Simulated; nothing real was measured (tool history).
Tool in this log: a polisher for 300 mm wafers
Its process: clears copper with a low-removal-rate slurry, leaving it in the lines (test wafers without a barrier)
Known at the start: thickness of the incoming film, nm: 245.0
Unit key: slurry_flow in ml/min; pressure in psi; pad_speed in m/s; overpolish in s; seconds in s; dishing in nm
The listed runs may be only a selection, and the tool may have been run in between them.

Run 1, hour 0.0: slurry_flow 310 ml/min, pressure 3.4 psi, pad_speed 1.02 m/s, slurry_solids 1.00, overpolish 18 s. Result: seconds 79.193 s, dishing 27.304 nm.
Run 2, hour 6.1: slurry_flow 310 ml/min, pressure 3.2 psi, pad_speed 1.02 m/s, slurry_solids 1.00, overpolish 17 s. Result: seconds 81.525 s, dishing 25.575 nm.
Run 3, hour 12.9: slurry_flow 310 ml/min, pressure 3.0 psi, pad_speed 1.00 m/s, slurry_solids 1.00, overpolish 16 s. Result: seconds 88.942 s, dishing 23.276 nm.
Run 4, hour 20.5: slurry_flow 320 ml/min, pressure 2.8 psi, pad_speed 0.98 m/s, slurry_solids 1.05, overpolish 15 s. Result: seconds 97.283 s, dishing 22.053 nm.
Run 5, hour 24.3: slurry_flow 320 ml/min, pressure 2.5 psi, pad_speed 0.98 m/s, slurry_solids 1.05, overpolish 15 s. Result: seconds 105.450 s, dishing 19.776 nm.
Run 6, hour 31.3: slurry_flow 305 ml/min, pressure 2.4 psi, pad_speed 1.00 m/s, slurry_solids 1.00, overpolish 14 s. Result: seconds 115.900 s, dishing 18.619 nm.
Run 7, hour 32.2: slurry_flow 325 ml/min, pressure 2.3 psi, pad_speed 0.98 m/s, slurry_solids 1.05, overpolish 13 s. Result: seconds 112.750 s, dishing 16.604 nm.
Run 8, hour 35.8: slurry_flow 340 ml/min, pressure 2.2 psi, pad_speed 0.98 m/s, slurry_solids 1.10, overpolish 12 s. Result: seconds 116.430 s, dishing 15.671 nm.

What will run 9 give?
Run 9, hour 40.3: slurry_flow 355 ml/min, pressure 2.1 psi, pad_speed 1.00 m/s, slurry_solids 1.15, overpolish 11 s. Result: seconds ?, dishing ?.

seconds: 114.690 s
dishing: 14.479 nm
